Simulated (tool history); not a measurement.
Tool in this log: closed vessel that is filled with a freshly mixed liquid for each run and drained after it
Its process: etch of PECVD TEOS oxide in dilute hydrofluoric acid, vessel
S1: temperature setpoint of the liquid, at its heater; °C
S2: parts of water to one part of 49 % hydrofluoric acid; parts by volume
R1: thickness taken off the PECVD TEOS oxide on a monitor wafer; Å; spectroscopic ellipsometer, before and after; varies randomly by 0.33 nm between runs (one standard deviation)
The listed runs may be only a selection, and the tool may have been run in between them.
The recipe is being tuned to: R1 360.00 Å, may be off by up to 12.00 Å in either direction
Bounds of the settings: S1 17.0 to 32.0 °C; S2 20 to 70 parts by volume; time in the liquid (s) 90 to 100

{"run": 1, "hour": 0.0, "S1": 24.0, "S2": 40, "time in the liquid (s)": 90, "R1": 233.74}
{"run": 2, "hour": 2.0, "S1": 26.0, "S2": 40, "time in the liquid (s)": 90, "R1": 256.21}
{"run": 3, "hour": 8.2, "S1": 26.0, "S2": 55, "time in the liquid (s)": 90, "R1": 175.72}
{"run": 4, "hour": 14.9, "S1": 27.5, "S2": 50, "time in the liquid (s)": 90, "R1": 211.07}
{"run": 5, "hour": 19.8, "S1": 30.5, "S2": 50, "time in the liquid (s)": 90, "R1": 236.13}
{"run": 6, "hour": 22.3, "S1": 31.0, "S2": 45, "time in the liquid (s)": 90, "R1": 277.66}
{"run": 7, "hour": 29.1, "S1": 31.5, "S2": 45, "time in the liquid (s)": 90, "R1": 277.95}
{"run": 8, "hour": 36.2, "S1": 31.5, "S2": 40, "time in the liquid (s)": 90, "R1": 311.49}
{"hour": 45.5, "done": "hydrofluoric acid flow meter replaced"}
{"run": 9, "hour": 45.5, "S1": 32.0, "S2": 35, "time in the liquid (s)": 90, "R1": 335.22}
{"run": 10, "hour": 46.9, "S1": 32.0, "S2": 30, "time in the liquid (s)": 90, "R1": 392.72}
{"run": 11, "hour": 52.1, "S1": 31.5, "S2": 30, "time in the liquid (s)": 90, "R1": 379.48}

4 candidate next runs follow, results not yet known. Just one meets every target within its allowed miss. Identify it.
{"run": "A", "hour": 57.3, "S1": 28.5, "S2": 30, "time in the liquid (s)": 90, "R1": "?"}
{"run": "B", "hour": 57.3, "S1": 30.0, "S2": 30, "time in the liquid (s)": 90, "R1": "?"}
{"run": "C", "hour": 57.3, "S1": 27.5, "S2": 30, "time in the liquid (s)": 90, "R1": "?"}
{"run": "D", "hour": 57.3, "S1": 31.5, "S2": 35, "time in the liquid (s)": 90, "R1": "?"}

move=A R1=339.07
move=B R1=360.17
move=C R1=325.57
move=D R1=325.03
A: carries the result that was furthest off beyond its target, to the other side
B: hits every target within its allowed miss
C: carries the result that was furthest off beyond its target, to the other side
D: carries the result that was furthest off beyond its target, to the other side
Go with B: it meets all targets.
